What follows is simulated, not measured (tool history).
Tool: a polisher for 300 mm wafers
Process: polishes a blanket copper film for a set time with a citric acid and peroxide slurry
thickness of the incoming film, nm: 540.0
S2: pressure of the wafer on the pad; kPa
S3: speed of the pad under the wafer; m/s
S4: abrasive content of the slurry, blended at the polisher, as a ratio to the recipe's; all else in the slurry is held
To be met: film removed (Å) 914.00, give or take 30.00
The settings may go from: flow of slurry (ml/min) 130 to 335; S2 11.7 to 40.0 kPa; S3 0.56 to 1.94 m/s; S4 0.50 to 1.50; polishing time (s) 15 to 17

run 1 hour=0.0 | flow_of_slurry_(ml/min)=215 S2=25.5 S3=1.24 S4=1.00 polishing_time_(s)=17 | film_removed_(Å)=528.31
run 2 hour=0.6 | flow_of_slurry_(ml/min)=220 S2=29.6 S3=1.24 S4=1.00 polishing_time_(s)=17 | film_removed_(Å)=595.52
run 3 hour=2.6 | flow_of_slurry_(ml/min)=190 S2=29.6 S3=1.24 S4=1.00 polishing_time_(s)=17 | film_removed_(Å)=577.18
run 4 hour=11.5 | flow_of_slurry_(ml/min)=190 S2=29.6 S3=1.24 S4=1.00 polishing_time_(s)=15 | film_removed_(Å)=515.45
run 5 hour=16.4 | flow_of_slurry_(ml/min)=210 S2=29.6 S3=1.24 S4=1.00 polishing_time_(s)=15 | film_removed_(Å)=518.87
run 6 hour=18.2 | flow_of_slurry_(ml/min)=210 S2=33.1 S3=1.36 S4=1.00 polishing_time_(s)=15 | film_removed_(Å)=619.46
run 7 hour=21.7 | flow_of_slurry_(ml/min)=220 S2=35.2 S3=1.46 S4=1.00 polishing_time_(s)=15 | film_removed_(Å)=701.76
run 8 hour=25.5 | flow_of_slurry_(ml/min)=220 S2=40.0 S3=1.64 S4=1.00 polishing_time_(s)=15 | film_removed_(Å)=869.23
run 9 hour=30.4 | flow_of_slurry_(ml/min)=225 S2=40.0 S3=1.66 S4=1.00 polishing_time_(s)=15 | film_removed_(Å)=889.32

Below are 4 possible settings for the next run. Only one of them brings all results inside the allowed miss of their targets. Which is it?
run A hour=35.3 | flow_of_slurry_(ml/min)=215 S2=40.0 S3=1.64 S4=0.90 polishing_time_(s)=16 | film_removed_(Å)=?
run B hour=35.3 | flow_of_slurry_(ml/min)=225 S2=39.3 S3=1.42 S4=0.95 polishing_time_(s)=17 | film_removed_(Å)=?
run C hour=35.3 | flow_of_slurry_(ml/min)=255 S2=40.0 S3=1.44 S4=0.90 polishing_time_(s)=17 | film_removed_(Å)=?
run D hour=35.3 | flow_of_slurry_(ml/min)=200 S2=38.6 S3=1.68 S4=1.10 polishing_time_(s)=15 | film_removed_(Å)=?

move=A film_removed_(Å)=911.27
move=B film_removed_(Å)=842.97
move=C film_removed_(Å)=870.73
move=D film_removed_(Å)=875.34
A: hits every target within its allowed miss
B: further off than the last run
C: further off than the last run
D: further off than the last run
Go with A: it meets all targets.
